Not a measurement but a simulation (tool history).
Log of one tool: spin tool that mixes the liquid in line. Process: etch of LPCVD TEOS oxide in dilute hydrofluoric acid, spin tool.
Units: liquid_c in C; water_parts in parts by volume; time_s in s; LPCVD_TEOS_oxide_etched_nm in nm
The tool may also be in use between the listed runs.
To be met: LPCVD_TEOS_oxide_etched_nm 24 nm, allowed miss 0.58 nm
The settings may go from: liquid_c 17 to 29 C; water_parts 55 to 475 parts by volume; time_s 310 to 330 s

| run | hour | liquid_c | water_parts | time_s | LPCVD_TEOS_oxide_etched_nm |
|---|---|---|---|---|---|
| 1 | 0 | 21 | 265 | 310 | 16.382 |
| 2 | 5.1 | 17.5 | 265 | 310 | 14.472 |
| 3 | 10.3 | 17.5 | 355 | 310 | 9.887 |
| 4 | 17.2 | 21 | 315 | 310 | 13.155 |
| 5 | 19.1 | 21 | 315 | 330 | 14.023 |
| 6 | 25 | 21 | 315 | 310 | 13.062 |
| 7 | 27.9 | 23.5 | 285 | 310 | 16.368 |
| 8 | 34.8 | 25 | 270 | 310 | 18.373 |
| 9 | 35.6 | 26.5 | 260 | 310 | 20.493 |
| 10 | 44.3 | 26.5 | 260 | 310 | 20.475 |
| 11 | 48.7 | 27.5 | 255 | 310 | 21.702 |
| 12 | 49.8 | 28 | 250 | 310 | 22.727 |
| 13 | 57.2 | 28.5 | 250 | 310 | 23.089 |

Which of these 5 next moves meets every target?
| A | 64.6 | 27.5 | 255 | 310 | ? |
| B | 64.6 | 29 | 270 | 330 | ? |
| C | 64.6 | 28 | 265 | 315 | ? |
| D | 64.6 | 27.5 | 235 | 310 | ? |
| E | 64.6 | 28.5 | 275 | 330 | ? |

| move | LPCVD_TEOS_oxide_etched_nm |
|---|---|
| A | 21.632 |
| B | 22.524 |
| C | 21.29 |
| D | 23.979 |
| E | 21.63 |
A: further off than the last run
B: further off than the last run
C: further off than the last run
D: meets every target
E: further off than the last run
The right move is D.
